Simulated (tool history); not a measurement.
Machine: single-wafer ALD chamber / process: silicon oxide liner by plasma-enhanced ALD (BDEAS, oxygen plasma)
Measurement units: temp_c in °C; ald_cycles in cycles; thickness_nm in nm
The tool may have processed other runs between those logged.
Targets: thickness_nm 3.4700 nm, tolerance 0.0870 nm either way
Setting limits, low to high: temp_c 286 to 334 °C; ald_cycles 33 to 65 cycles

Run 1, day 0.000: temp_c 310 °C, ald_cycles 49 cycles. Result: thickness_nm 4.4785 nm.
Run 2, day 0.329: temp_c 310 °C, ald_cycles 44 cycles. Result: thickness_nm 4.0267 nm.
Run 3, day 0.371: temp_c 310 °C, ald_cycles 49 cycles. Result: thickness_nm 4.4753 nm.
Run 4, day 0.583: temp_c 310 °C, ald_cycles 46 cycles. Result: thickness_nm 4.1702 nm.
Run 5, day 0.625: temp_c 310 °C, ald_cycles 44 cycles. Result: thickness_nm 4.0156 nm.
Run 6, day 0.829: temp_c 310 °C, ald_cycles 42 cycles. Result: thickness_nm 3.8351 nm.
Run 7, day 0.996: temp_c 310 °C, ald_cycles 41 cycles. Result: thickness_nm 3.7275 nm.
Run 8, day 1.079: temp_c 311 °C, ald_cycles 37 cycles. Result: thickness_nm 3.3663 nm.

Next run, 4 choices. One meets every target within its allowed miss, the rest don't. Which?
Run A, day 1.162: temp_c 312 °C, ald_cycles 41 cycles. Result: thickness_nm ?.
Run B, day 1.162: temp_c 314 °C, ald_cycles 36 cycles. Result: thickness_nm ?.
Run C, day 1.162: temp_c 313 °C, ald_cycles 38 cycles. Result: thickness_nm ?.
Run D, day 1.162: temp_c 308 °C, ald_cycles 41 cycles. Result: thickness_nm ?.

move  thickness_nm
   A        3.7176
   B        3.2542
   C        3.4403
   D        3.7404
A: carries the result that was furthest off beyond its target, to the other side
B: the biggest miss grows against the last run
C: all results land within tolerance of their targets
D: carries the result that was furthest off beyond its target, to the other side
Go with C: it meets all targets.

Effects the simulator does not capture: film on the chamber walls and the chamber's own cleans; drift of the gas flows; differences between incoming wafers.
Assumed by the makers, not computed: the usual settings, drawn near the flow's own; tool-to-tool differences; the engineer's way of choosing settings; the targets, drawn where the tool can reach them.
